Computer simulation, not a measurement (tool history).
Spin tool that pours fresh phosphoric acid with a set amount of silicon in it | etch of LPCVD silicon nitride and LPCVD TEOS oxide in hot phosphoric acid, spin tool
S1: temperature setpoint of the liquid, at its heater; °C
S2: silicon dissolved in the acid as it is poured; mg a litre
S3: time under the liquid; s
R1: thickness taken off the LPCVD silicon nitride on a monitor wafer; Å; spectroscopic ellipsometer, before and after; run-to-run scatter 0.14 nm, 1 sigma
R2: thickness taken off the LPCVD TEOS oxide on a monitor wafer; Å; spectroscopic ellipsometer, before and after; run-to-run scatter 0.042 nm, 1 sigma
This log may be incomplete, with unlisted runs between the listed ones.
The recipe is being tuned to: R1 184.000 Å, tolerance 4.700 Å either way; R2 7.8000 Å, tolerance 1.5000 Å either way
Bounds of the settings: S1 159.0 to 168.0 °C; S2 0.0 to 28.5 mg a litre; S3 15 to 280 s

run 1 hour=0.0 | S1=164.0 S2=12.5 S3=145 | R1=118.150 R2=5.9516
run 2 hour=7.3 | S1=164.0 S2=12.5 S3=120 | R1=96.772 R2=5.1515
run 3 hour=14.0 | S1=164.0 S2=17.5 S3=120 | R1=97.737 R2=4.4212
run 4 hour=16.4 | S1=165.0 S2=18.5 S3=140 | R1=117.530 R2=4.6330
run 5 hour=22.9 | S1=165.5 S2=17.0 S3=155 | R1=130.710 R2=6.0995
run 6 hour=24.2 | S1=165.5 S2=17.0 S3=115 | R1=97.979 R2=5.0104
run 7 hour=25.4 | S1=166.0 S2=17.5 S3=135 | R1=116.680 R2=5.8088
run 8 hour=31.4 | S1=166.5 S2=18.5 S3=150 | R1=132.290 R2=6.2271
run 9 hour=37.7 | S1=167.0 S2=19.0 S3=160 | R1=143.790 R2=7.2476
run 10 hour=43.8 | S1=167.0 S2=20.0 S3=170 | R1=150.730 R2=6.7777
run 11 hour=46.0 | S1=167.0 S2=20.0 S3=170 | R1=152.470 R2=6.7709

Of the 4 settings listed for the next run, only one would bring every result within its allowed miss of target. Which one?
run A hour=48.2 | S1=168.0 S2=12.5 S3=200 | R1=? R2=?
run B hour=48.2 | S1=168.0 S2=9.5 S3=120 | R1=? R2=?
run C hour=48.2 | S1=165.5 S2=20.5 S3=215 | R1=? R2=?
run D hour=48.2 | S1=168.0 S2=14.5 S3=210 | R1=? R2=?

move=A R1=184.780 R2=10.8450
move=B R1=110.870 R2=6.9664
move=C R1=183.100 R2=7.9081
move=D R1=194.010 R2=10.8510
A: the worst result of the last run now meets its target, but another is out of spec
B: misses by more than the last run did
C: every result lands within tolerance
D: pushes the last run's worst result past its target
Correct choice: C, which meets every target
